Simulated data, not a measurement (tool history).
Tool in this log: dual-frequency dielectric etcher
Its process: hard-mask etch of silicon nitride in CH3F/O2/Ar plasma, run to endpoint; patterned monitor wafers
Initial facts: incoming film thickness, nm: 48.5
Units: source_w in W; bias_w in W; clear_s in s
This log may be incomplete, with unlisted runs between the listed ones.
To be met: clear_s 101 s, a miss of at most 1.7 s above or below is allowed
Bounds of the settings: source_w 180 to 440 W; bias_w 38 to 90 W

| run | hour | source_w | bias_w | clear_s |
|---|---|---|---|---|
| 1 | 0 | 310 | 64 | 81.685 |
| 2 | 1.3 | 310 | 73 | 77.913 |
| 3 | 5.6 | 280 | 69 | 83.017 |
| 4 | 12.8 | 310 | 69 | 79.634 |
| 5 | 13.7 | 310 | 63 | 81.289 |
| 6 | 20.1 | 310 | 54 | 86.337 |
| 7 | 26 | 290 | 53 | 90.281 |
| 8 | 26.9 | 280 | 53 | 90.846 |
| 9 | 31 | 270 | 53 | 92.865 |
| 10 | 37 | 260 | 53 | 94.319 |

Pick the move, out of 5, that brings all results within their allowed miss; only one does.
| A | 43 | 250 | 54 | ? |
| B | 43 | 250 | 51 | ? |
| C | 43 | 260 | 48 | ? |
| D | 43 | 280 | 40 | ? |
| E | 43 | 230 | 57 | ? |

| move | clear_s |
|---|---|
| A | 95.051 |
| B | 97.001 |
| C | 97.348 |
| D | 100.16 |
| E | 96.789 |
A: an improvement on the last run, though not all results are within tolerance
B: an improvement on the last run, though not all results are within tolerance
C: an improvement on the last run, though not all results are within tolerance
D: all results land within tolerance of their targets
E: an improvement on the last run, though not all results are within tolerance
The move that meets every target is D.

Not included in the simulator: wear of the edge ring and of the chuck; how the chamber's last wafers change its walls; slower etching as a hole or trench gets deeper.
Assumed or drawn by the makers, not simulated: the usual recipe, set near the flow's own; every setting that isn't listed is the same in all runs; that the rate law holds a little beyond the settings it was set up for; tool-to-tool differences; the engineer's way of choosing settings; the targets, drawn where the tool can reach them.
